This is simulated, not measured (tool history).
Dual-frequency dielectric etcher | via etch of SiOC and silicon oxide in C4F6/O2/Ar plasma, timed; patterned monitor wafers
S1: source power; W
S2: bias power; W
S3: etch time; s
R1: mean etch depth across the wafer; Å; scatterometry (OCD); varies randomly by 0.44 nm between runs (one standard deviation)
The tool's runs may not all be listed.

run 1 hour=0.0 | S1=250 S2=143 S3=87 | R1=775.91
run 2 hour=6.0 | S1=250 S2=127 S3=87 | R1=757.12
run 3 hour=6.7 | S1=250 S2=127 S3=87 | R1=754.17
run 4 hour=8.3 | S1=250 S2=146 S3=87 | R1=784.85
run 5 hour=11.4 | S1=250 S2=127 S3=87 | R1=759.49
run 6 hour=16.5 | S1=230 S2=123 S3=87 | R1=735.96

What does the tool deliver on the next run?
run 7 hour=25.1 | S1=230 S2=123 S3=87 | R1=?

{"run 7": {"R1": 731.18}}
